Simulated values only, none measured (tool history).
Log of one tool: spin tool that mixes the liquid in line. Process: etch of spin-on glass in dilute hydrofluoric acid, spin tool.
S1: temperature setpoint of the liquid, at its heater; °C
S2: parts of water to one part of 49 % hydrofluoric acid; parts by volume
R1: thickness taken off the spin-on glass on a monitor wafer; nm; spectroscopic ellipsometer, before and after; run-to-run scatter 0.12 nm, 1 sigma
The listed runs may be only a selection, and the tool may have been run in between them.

Run 1, hour 0.0: S1 24.0 °C, S2 300 parts by volume, time under the liquid (s) 45. Result: R1 8.6302 nm.
Run 2, hour 2.4: S1 21.5 °C, S2 300 parts by volume, time under the liquid (s) 45. Result: R1 7.8822 nm.
Run 3, hour 4.7: S1 21.5 °C, S2 385 parts by volume, time under the liquid (s) 45. Result: R1 5.6881 nm.
Run 4, hour 13.1: S1 23.5 °C, S2 385 parts by volume, time under the liquid (s) 45. Result: R1 6.1030 nm.
Run 5, hour 14.9: S1 23.5 °C, S2 460 parts by volume, time under the liquid (s) 45. Result: R1 4.8122 nm.
Run 6, hour 19.4: S1 27.0 °C, S2 460 parts by volume, time under the liquid (s) 45. Result: R1 5.3333 nm.
Run 7, hour 28.1: S1 28.5 °C, S2 355 parts by volume, time under the liquid (s) 45. Result: R1 7.9234 nm.
Run 8, hour 29.8: S1 32.0 °C, S2 235 parts by volume, time under the liquid (s) 45. Result: R1 15.4110 nm.

The next listed run, before its measurement:
Run 9, hour 36.1: S1 32.0 °C, S2 210 parts by volume, time under the liquid (s) 45. Result: R1 ?.

{"run 9": {"R1": 17.838}}
